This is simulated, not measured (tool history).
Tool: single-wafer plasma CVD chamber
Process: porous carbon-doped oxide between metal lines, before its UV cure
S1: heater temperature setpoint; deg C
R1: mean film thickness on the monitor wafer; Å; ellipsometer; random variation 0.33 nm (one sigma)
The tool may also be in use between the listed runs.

{"run": 1, "hour": 0.0, "S1": 290, "RF power (kW)": 0.385, "deposition time (s)": 16.2, "R1": 710.64}
{"run": 2, "hour": 4.6, "S1": 286, "RF power (kW)": 0.395, "deposition time (s)": 16.2, "R1": 744.24}
{"run": 3, "hour": 11.4, "S1": 276, "RF power (kW)": 0.395, "deposition time (s)": 16.2, "R1": 797.95}
{"run": 4, "hour": 16.6, "S1": 276, "RF power (kW)": 0.395, "deposition time (s)": 16.2, "R1": 796.88}
{"run": 5, "hour": 24.7, "S1": 274, "RF power (kW)": 0.4, "deposition time (s)": 16.2, "R1": 814.75}
{"run": 6, "hour": 33.4, "S1": 274, "RF power (kW)": 0.4, "deposition time (s)": 16.2, "R1": 818.93}

Run 7 comes next. What will it give?
{"run": 7, "hour": 38.9, "S1": 273, "RF power (kW)": 0.4, "deposition time (s)": 16.2, "R1": "?"}

{"run 7": {"R1": 822.45}}

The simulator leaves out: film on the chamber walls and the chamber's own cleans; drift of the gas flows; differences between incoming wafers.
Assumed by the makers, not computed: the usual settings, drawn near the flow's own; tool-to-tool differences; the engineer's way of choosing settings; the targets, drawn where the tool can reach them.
